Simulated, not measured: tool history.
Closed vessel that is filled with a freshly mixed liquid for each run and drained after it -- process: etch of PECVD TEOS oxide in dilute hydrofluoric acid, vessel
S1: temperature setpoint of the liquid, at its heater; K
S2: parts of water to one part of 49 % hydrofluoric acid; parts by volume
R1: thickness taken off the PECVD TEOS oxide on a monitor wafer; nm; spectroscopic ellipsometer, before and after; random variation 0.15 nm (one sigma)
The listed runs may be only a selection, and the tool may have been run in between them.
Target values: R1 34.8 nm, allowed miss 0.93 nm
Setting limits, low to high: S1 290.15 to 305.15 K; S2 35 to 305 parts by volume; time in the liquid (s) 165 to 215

Run 1, hour 0: S1 297.15 K, S2 170 parts by volume, time in the liquid (s) 215. Result: R1 12.152 nm.
Run 2, hour 4.4: S1 297.15 K, S2 170 parts by volume, time in the liquid (s) 215. Result: R1 12.184 nm.
Run 3, hour 11.9: S1 297.15 K, S2 170 parts by volume, time in the liquid (s) 215. Result: R1 12.144 nm.
Run 4, hour 20.4: S1 299.65 K, S2 170 parts by volume, time in the liquid (s) 215. Result: R1 13.385 nm.
Run 5, hour 23.6: S1 301.15 K, S2 170 parts by volume, time in the liquid (s) 215. Result: R1 14.146 nm.
Run 6, hour 30: S1 301.15 K, S2 110 parts by volume, time in the liquid (s) 215. Result: R1 23.595 nm.
Run 7, hour 32.2: S1 302.15 K, S2 100 parts by volume, time in the liquid (s) 215. Result: R1 27.391 nm.
Run 8, hour 38.9: S1 303.15 K, S2 95 parts by volume, time in the liquid (s) 215. Result: R1 29.842 nm.
Run 9, hour 47.2: S1 303.65 K, S2 90 parts by volume, time in the liquid (s) 215. Result: R1 32.464 nm.

Which one of the following 4 next-run settings gets every result inside its allowed miss? There is exactly one.
Run A, hour 55.5: S1 305.15 K, S2 100 parts by volume, time in the liquid (s) 215. Result: R1 ?.
Run B, hour 55.5: S1 303.65 K, S2 80 parts by volume, time in the liquid (s) 210. Result: R1 ?.
Run C, hour 55.5: S1 304.65 K, S2 70 parts by volume, time in the liquid (s) 165. Result: R1 ?.
Run D, hour 55.5: S1 304.15 K, S2 95 parts by volume, time in the liquid (s) 215. Result: R1 ?.

move      R1
   A  30.597
   B   36.38
   C  34.449
   D  31.265
A: the biggest miss grows against the last run
B: takes the biggest miss from the last run beyond its target
C: meets every target
D: the biggest miss grows against the last run
Go with C: it meets all targets.

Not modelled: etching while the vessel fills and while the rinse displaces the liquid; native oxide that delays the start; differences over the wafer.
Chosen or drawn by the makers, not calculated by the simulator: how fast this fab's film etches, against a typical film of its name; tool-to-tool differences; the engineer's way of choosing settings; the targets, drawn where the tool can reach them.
